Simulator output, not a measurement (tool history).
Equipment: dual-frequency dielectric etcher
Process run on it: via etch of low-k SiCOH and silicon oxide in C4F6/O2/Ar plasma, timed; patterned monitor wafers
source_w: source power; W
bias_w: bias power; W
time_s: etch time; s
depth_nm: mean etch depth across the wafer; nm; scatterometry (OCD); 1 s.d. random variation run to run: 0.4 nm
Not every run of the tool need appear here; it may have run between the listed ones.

| run | day | source_w | bias_w | time_s | depth_nm |
|---|---|---|---|---|---|
| 1 | 0 | 250 | 244 | 28 | 57.343 |
| 2 | 0.267 | 250 | 244 | 28 | 56.836 |
| 3 | 0.392 | 260 | 246 | 28 | 57.953 |
| 4 | 0.604 | 270 | 248 | 28 | 57.709 |
| 5 | 0.725 | 270 | 271 | 28 | 60.652 |
| 6 | 0.867 | 270 | 273 | 28 | 60.98 |
| 7 | 1.162 | 270 | 275 | 28 | 60.343 |
| 8 | 1.4 | 270 | 278 | 28 | 60.758 |
| 9 | 1.433 | 270 | 280 | 28 | 61.424 |
| 10 | 1.804 | 270 | 282 | 28 | 61.19 |
| 11 | 1.958 | 270 | 284 | 28 | 61.757 |
| 12 | 2.075 | 270 | 285 | 28 | 61.807 |
| 13 | 2.408 | 270 | 286 | 28 | 62.19 |

Estimate the outcome of run 14 from the log above:
| 14 | 2.75 | 270 | 287 | 28 | ? |

depth_nm: 61.727 nm

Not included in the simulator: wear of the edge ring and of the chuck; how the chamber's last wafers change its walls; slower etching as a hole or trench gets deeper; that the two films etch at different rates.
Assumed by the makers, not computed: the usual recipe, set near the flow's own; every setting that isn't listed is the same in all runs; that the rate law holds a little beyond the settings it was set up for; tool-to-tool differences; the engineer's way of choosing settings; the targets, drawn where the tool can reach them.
